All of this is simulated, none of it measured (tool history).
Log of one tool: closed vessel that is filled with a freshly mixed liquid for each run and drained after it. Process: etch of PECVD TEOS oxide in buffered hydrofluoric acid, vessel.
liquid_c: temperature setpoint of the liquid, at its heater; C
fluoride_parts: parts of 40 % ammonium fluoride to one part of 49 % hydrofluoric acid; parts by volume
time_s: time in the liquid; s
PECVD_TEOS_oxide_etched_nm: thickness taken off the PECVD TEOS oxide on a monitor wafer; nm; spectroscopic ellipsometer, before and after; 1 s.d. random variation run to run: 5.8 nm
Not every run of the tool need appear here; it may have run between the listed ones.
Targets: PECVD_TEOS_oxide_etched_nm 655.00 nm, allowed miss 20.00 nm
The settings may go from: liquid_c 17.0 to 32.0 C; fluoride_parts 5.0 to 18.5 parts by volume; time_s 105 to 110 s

run,hour,liquid_c,fluoride_parts,time_s,PECVD_TEOS_oxide_etched_nm
1,0.0,25.0,11.5,105,296.57
2,0.6,25.0,9.5,105,344.46
3,5.2,25.0,9.5,110,364.39
4,9.9,25.0,8.0,110,427.18
5,17.3,21.5,8.0,110,353.49
6,18.0,23.5,7.5,110,421.16
7,19.3,25.0,7.5,110,453.89
8,23.2,26.5,7.5,110,500.70
9,29.7,27.5,7.5,110,516.36
10,30.6,31.5,6.5,110,742.72
11,33.8,31.0,6.5,110,730.11
12,36.2,30.5,6.5,110,706.84
13,42.0,30.0,6.5,110,685.21

Which of these 4 next moves meets every target?
A,47.8,30.0,6.0,105,?
B,47.8,32.0,7.0,110,?
C,47.8,26.5,5.0,110,?
D,47.8,30.0,6.5,105,?

move,PECVD_TEOS_oxide_etched_nm
A,697.63
B,709.73
C,708.45
D,651.03
A: the biggest miss grows against the last run
B: the biggest miss grows against the last run
C: the biggest miss grows against the last run
D: meets every target
Go with D: it meets all targets.

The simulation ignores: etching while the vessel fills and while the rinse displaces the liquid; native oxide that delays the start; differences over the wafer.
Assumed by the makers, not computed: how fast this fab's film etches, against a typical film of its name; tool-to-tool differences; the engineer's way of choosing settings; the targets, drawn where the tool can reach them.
